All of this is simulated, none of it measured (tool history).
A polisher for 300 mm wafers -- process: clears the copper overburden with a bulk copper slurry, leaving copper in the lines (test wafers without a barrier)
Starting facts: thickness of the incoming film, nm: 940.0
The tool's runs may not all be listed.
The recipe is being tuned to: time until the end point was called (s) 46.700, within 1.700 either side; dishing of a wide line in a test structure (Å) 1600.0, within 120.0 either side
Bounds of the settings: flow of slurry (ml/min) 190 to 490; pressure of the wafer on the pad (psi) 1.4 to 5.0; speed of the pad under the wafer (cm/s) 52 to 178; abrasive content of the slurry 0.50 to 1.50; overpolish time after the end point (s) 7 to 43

run	hour	flow of slurry (ml/min)	pressure of the wafer on the pad (psi)	speed of the pad under the wafer (cm/s)	abrasive content of the slurry	overpolish time after the end point (s)	time until the end point was called (s)	dishing of a wide line in a test structure (Å)
1	0.0	315	3.2	114	1.00	22	67.654	1253.5
2	2.4	315	3.5	114	1.00	23	63.676	1273.9
3	5.3	315	3.8	114	1.00	23	59.449	1385.9
4	9.4	315	3.8	102	1.00	23	65.718	1356.1
5	11.6	315	3.8	102	1.00	29	63.277	1433.7
6	20.5	315	4.1	104	1.00	27	59.119	1423.0
7	28.1	315	4.3	104	1.00	28	58.408	1439.1
8	31.1	315	4.5	108	1.00	29	55.651	1486.0
9	38.6	315	4.6	112	1.00	30	52.759	1584.7
10	42.9	315	4.7	114	1.00	29	51.900	1522.2
11	51.4	315	4.8	116	1.00	29	49.520	1560.3
12	54.8	315	4.9	116	1.00	29	49.091	1538.2
13	56.1	315	4.9	118	1.00	29	48.506	1561.4

Exactly one of the 4 candidate moves below puts every result within its allowed miss. Which one?
A	57.4	320	4.6	142	0.90	32	?	?
B	57.4	330	4.5	114	1.00	29	?	?
C	57.4	350	4.8	110	0.95	32	?	?
D	57.4	405	4.5	118	1.00	24	?	?

move	time until the end point was called (s)	dishing of a wide line in a test structure (Å)
A	47.028	1588.1
B	53.529	1530.0
C	52.731	1575.6
D	51.711	1480.0
A: meets every target
B: the biggest miss grows against the last run
C: the biggest miss grows against the last run
D: the biggest miss grows against the last run
A meets every target.
